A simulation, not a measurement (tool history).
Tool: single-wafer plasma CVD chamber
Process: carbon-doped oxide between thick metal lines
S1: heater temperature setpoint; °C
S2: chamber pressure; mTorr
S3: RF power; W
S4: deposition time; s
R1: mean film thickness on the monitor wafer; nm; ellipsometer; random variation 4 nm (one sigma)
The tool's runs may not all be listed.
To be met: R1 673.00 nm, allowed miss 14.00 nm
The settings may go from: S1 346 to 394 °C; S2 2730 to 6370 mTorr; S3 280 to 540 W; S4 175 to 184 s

run  hour   S1    S2   S3   S4      R1
  1   0.0  370  4550  410  184  800.87
  2   1.7  371  4370  400  184  777.36
  3   3.4  371  4370  400  184  778.50
  4  11.9  376  4370  400  184  761.25
  5  20.2  370  4370  400  184  782.71
  6  23.1  372  4200  395  184  761.86
  7  24.3  374  4030  390  184  747.29
  8  30.6  378  3120  345  183  648.25
  9  34.6  377  3180  345  183  645.35
 10  40.9  376  3250  345  183  653.90

Which of these 5 next moves meets every target?
  A  47.2  374  3040  360  175   ?
  B  47.2  389  2800  360  181   ?
  C  47.2  372  3150  340  175   ?
  D  47.2  377  3230  370  181   ?
  E  47.2  374  3110  325  184   ?

move      R1
   A  638.34
   B  635.00
   C  615.00
   D  674.81
   E  619.99
A: further off than the last run
B: further off than the last run
C: further off than the last run
D: meets every target
E: further off than the last run
Move D is the one to make.

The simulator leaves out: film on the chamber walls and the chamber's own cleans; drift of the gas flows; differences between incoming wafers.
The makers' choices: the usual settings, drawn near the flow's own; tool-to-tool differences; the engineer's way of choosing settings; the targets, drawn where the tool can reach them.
